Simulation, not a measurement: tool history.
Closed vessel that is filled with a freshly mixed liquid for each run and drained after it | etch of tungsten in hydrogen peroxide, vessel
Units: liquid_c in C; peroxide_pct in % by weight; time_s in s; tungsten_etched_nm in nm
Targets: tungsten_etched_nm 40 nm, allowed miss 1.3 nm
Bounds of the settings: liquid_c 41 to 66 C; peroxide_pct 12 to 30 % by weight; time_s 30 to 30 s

{"run": 1, "day": 0.0, "liquid_c": 57, "peroxide_pct": 21.5, "time_s": 30, "tungsten_etched_nm": 67.151}
{"run": 2, "day": 0.308, "liquid_c": 57, "peroxide_pct": 21.5, "time_s": 30, "tungsten_etched_nm": 68.859}
{"run": 3, "day": 0.642, "liquid_c": 54.5, "peroxide_pct": 21.5, "time_s": 30, "tungsten_etched_nm": 59.072}
{"run": 4, "day": 0.679, "liquid_c": 59.5, "peroxide_pct": 21.5, "time_s": 30, "tungsten_etched_nm": 77.232}
{"run": 5, "day": 0.892, "liquid_c": 59.5, "peroxide_pct": 21.5, "time_s": 30, "tungsten_etched_nm": 78.338}
{"run": 6, "day": 1.092, "liquid_c": 59.5, "peroxide_pct": 23.5, "time_s": 30, "tungsten_etched_nm": 81.233}
{"run": 7, "day": 1.429, "liquid_c": 51.5, "peroxide_pct": 23, "time_s": 30, "tungsten_etched_nm": 50.312}
{"run": 8, "day": 1.646, "liquid_c": 51.5, "peroxide_pct": 23, "time_s": 30, "tungsten_etched_nm": 50.644}
{"run": 9, "day": 1.9, "liquid_c": 50.5, "peroxide_pct": 23, "time_s": 30, "tungsten_etched_nm": 47.651}
{"run": 10, "day": 2.125, "liquid_c": 49.5, "peroxide_pct": 23, "time_s": 30, "tungsten_etched_nm": 44.728}
{"run": 11, "day": 2.296, "liquid_c": 49, "peroxide_pct": 23, "time_s": 30, "tungsten_etched_nm": 43.44}
{"run": 12, "day": 2.646, "liquid_c": 48.5, "peroxide_pct": 23, "time_s": 30, "tungsten_etched_nm": 41.9}

5 next moves are on the table. One of them brings every result within its allowed miss. Which?
{"run": "A", "day": 2.996, "liquid_c": 49, "peroxide_pct": 22.5, "time_s": 30, "tungsten_etched_nm": "?"}
{"run": "B", "day": 2.996, "liquid_c": 48.5, "peroxide_pct": 25, "time_s": 30, "tungsten_etched_nm": "?"}
{"run": "C", "day": 2.996, "liquid_c": 50, "peroxide_pct": 20.5, "time_s": 30, "tungsten_etched_nm": "?"}
{"run": "D", "day": 2.996, "liquid_c": 50.5, "peroxide_pct": 19, "time_s": 30, "tungsten_etched_nm": "?"}
{"run": "E", "day": 2.996, "liquid_c": 47, "peroxide_pct": 25, "time_s": 30, "tungsten_etched_nm": "?"}

move=A tungsten_etched_nm=42.917
move=B tungsten_etched_nm=43.867
move=C tungsten_etched_nm=43.556
move=D tungsten_etched_nm=43.231
move=E tungsten_etched_nm=39.972
A: further off than the last run
B: further off than the last run
C: further off than the last run
D: further off than the last run
E: meets every target
Move E is the one to make.
